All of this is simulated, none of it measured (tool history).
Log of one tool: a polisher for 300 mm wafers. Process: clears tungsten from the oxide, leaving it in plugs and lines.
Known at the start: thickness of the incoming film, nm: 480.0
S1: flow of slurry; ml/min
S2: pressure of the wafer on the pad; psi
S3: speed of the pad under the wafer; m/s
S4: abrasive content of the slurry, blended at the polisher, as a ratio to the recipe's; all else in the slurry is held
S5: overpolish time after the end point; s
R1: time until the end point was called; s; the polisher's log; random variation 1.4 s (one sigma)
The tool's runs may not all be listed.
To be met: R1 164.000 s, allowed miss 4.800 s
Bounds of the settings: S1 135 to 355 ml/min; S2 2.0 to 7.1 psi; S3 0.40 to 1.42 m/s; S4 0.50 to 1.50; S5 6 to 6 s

run 1 hour=0.0 | S1=225 S2=4.5 S3=0.90 S4=1.00 S5=6 | R1=94.365
run 2 hour=1.3 | S1=225 S2=4.5 S3=1.06 S4=1.00 S5=6 | R1=80.250
run 3 hour=3.2 | S1=225 S2=4.5 S3=1.06 S4=0.90 S5=6 | R1=81.638
run 4 hour=11.6 | S1=185 S2=4.5 S3=1.06 S4=0.90 S5=6 | R1=84.272
run 5 hour=14.3 | S1=210 S2=4.5 S3=1.06 S4=0.90 S5=6 | R1=82.484
run 6 hour=16.3 | S1=210 S2=4.5 S3=0.88 S4=0.90 S5=6 | R1=98.887
run 7 hour=18.8 | S1=210 S2=4.5 S3=0.88 S4=0.90 S5=6 | R1=98.555
run 8 hour=27.2 | S1=205 S2=4.1 S3=0.88 S4=0.90 S5=6 | R1=108.460
run 9 hour=32.8 | S1=200 S2=3.8 S3=0.88 S4=0.90 S5=6 | R1=115.400
run 10 hour=37.0 | S1=195 S2=3.5 S3=0.88 S4=0.90 S5=6 | R1=124.190
run 11 hour=42.4 | S1=195 S2=3.3 S3=0.88 S4=0.90 S5=6 | R1=130.230
run 12 hour=50.2 | S1=185 S2=2.1 S3=0.88 S4=0.90 S5=6 | R1=188.200
run 13 hour=55.0 | S1=185 S2=2.2 S3=0.88 S4=0.90 S5=6 | R1=180.110
run 14 hour=60.7 | S1=185 S2=2.3 S3=0.88 S4=0.90 S5=6 | R1=176.770

Which of these 5 next moves meets every target?
run A hour=66.4 | S1=175 S2=2.0 S3=0.88 S4=1.00 S5=6 | R1=?
run B hour=66.4 | S1=185 S2=2.1 S3=1.00 S4=0.95 S5=6 | R1=?
run C hour=66.4 | S1=200 S2=2.0 S3=0.86 S4=0.90 S5=6 | R1=?
run D hour=66.4 | S1=195 S2=2.4 S3=0.86 S4=0.85 S5=6 | R1=?
run E hour=66.4 | S1=175 S2=2.0 S3=0.94 S4=0.85 S5=6 | R1=?

move=A R1=188.880
move=B R1=162.060
move=C R1=195.630
move=D R1=174.410
move=E R1=186.860
A: further off than the last run
B: meets every target
C: further off than the last run
D: nearer than the last run, and not there yet
E: further off than the last run
Answer: B

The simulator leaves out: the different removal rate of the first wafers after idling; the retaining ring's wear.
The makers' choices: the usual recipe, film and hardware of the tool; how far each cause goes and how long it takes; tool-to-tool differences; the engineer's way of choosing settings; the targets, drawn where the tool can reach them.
